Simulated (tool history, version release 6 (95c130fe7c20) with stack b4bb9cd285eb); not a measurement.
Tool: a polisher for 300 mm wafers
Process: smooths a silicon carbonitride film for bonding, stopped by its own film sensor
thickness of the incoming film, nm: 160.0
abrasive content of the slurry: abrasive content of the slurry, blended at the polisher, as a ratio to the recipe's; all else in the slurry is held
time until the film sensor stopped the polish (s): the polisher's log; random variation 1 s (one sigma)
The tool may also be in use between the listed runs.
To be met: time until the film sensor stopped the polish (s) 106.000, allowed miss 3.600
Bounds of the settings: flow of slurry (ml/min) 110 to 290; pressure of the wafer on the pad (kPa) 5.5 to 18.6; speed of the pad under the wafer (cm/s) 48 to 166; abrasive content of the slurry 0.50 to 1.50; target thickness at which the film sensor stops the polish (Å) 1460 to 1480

run  hour  flow of slurry (ml/min)  pressure of the wafer on the pad (kPa)  speed of the pad under the wafer (cm/s)  abrasive content of the slurry  target thickness at which the film sensor stops the polish (Å)  time until the film sensor stopped the polish (s)
  1   0.0                      185                                    11.7                                      106                            1.00                                                            1460                                             55.882
  2   5.0                      185                                    11.7                                      106                            1.10                                                            1460                                             54.912
  3   7.9                      185                                    11.7                                      106                            0.95                                                            1460                                             58.639
  4  13.6                      185                                    11.7                                      122                            0.95                                                            1460                                             50.935
  5  22.0                      185                                    11.7                                      100                            0.95                                                            1460                                             60.040
  6  27.1                      180                                     9.7                                       98                            0.95                                                            1460                                             74.373
  7  30.4                      175                                     8.3                                       98                            0.95                                                            1460                                             85.829
  8  35.9                      170                                     7.6                                       98                            0.95                                                            1460                                             93.566
     40.2  -- slurry nozzle cleaned
  9  40.2                      160                                     7.6                                       98                            0.95                                                            1460                                             90.280
 10  41.0                      160                                     6.9                                       98                            0.95                                                            1460                                             99.830
 11  47.1                      150                                     6.2                                       98                            0.95                                                            1460                                            109.940

5 next moves are on the table. One of them brings every result within its allowed miss. Which?
  A  53.2                      155                                     5.5                                       92                            1.05                                                            1470                                                  ?
  B  53.2                      155                                     6.9                                       98                            0.95                                                            1460                                                  ?
  C  53.2                      155                                     6.2                                      104                            1.00                                                            1470                                                  ?
  D  53.2                      150                                     6.9                                       80                            1.05                                                            1480                                                  ?
  E  53.2                      155                                     5.5                                      108                            0.95                                                            1470                                                  ?

move  time until the film sensor stopped the polish (s)
   A                                            117.310
   B                                            100.620
   C                                             96.754
   D                                             98.406
   E                                            106.720
A: further off than the last run
B: takes the result that was furthest off past its target
C: takes the result that was furthest off past its target
D: takes the result that was furthest off past its target
E: meets every target
Answer: E
